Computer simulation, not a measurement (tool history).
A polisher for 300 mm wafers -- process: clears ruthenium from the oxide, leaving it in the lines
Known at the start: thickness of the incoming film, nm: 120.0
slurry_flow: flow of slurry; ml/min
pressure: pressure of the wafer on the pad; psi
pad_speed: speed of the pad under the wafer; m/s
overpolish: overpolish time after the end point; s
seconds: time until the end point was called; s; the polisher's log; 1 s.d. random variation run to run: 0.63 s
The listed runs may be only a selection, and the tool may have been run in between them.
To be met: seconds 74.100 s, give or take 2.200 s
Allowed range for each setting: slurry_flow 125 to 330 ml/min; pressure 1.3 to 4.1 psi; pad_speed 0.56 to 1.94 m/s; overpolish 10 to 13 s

run,hour,slurry_flow,pressure,pad_speed,overpolish,seconds
1,0.0,210,2.7,1.24,13,56.341
2,3.1,210,2.6,1.24,13,59.672
3,7.4,210,3.1,1.24,13,50.847
4,15.4,210,2.8,1.24,13,55.269
5,23.1,160,2.8,1.24,13,57.482
6,24.7,160,2.8,1.24,13,57.167
7,33.6,160,2.7,1.24,13,59.429
8,34.4,155,2.0,1.22,13,79.114
9,41.4,160,2.0,1.22,13,78.962

Consider the 4 candidate settings below. Which is the only one whose results all fall within their allowed miss of target?
A,48.4,185,2.5,0.88,13,?
B,48.4,180,3.2,0.82,13,?
C,48.4,125,2.0,1.24,13,?
D,48.4,215,1.9,1.12,10,?

move,seconds
A,86.300
B,74.365
C,80.658
D,85.018
A: the biggest miss grows against the last run
B: meets every target
C: the biggest miss grows against the last run
D: the biggest miss grows against the last run
B is the move that brings every result within its allowed miss.

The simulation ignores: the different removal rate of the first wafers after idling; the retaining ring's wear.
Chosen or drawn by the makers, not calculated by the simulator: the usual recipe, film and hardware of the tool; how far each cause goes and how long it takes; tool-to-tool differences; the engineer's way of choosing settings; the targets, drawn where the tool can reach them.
